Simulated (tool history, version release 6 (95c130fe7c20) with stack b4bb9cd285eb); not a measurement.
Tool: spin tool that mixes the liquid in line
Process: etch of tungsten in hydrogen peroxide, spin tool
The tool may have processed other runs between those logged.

run	hour	temperature setpoint of the liquid (°C)	concentration of hydrogen peroxide in the mixed liquid (% by weight)	time under the liquid (s)	thickness taken off the tungsten on a monitor wafer (angstrom)
1	0.0	46.0	21.0	15	102.800
2	2.3	46.0	16.5	15	90.391
3	8.3	46.0	16.5	15	90.752
4	12.1	46.0	21.0	15	102.270
5	17.6	46.0	21.0	15	103.210
6	18.5	51.5	21.0	15	144.640
7	19.1	49.0	21.0	15	124.200

Run 8 has not been measured yet. What should we expect?
8	26.2	47.0	21.0	15	?

Run 8 produced thickness taken off the tungsten on a monitor wafer (angstrom) 109.600.
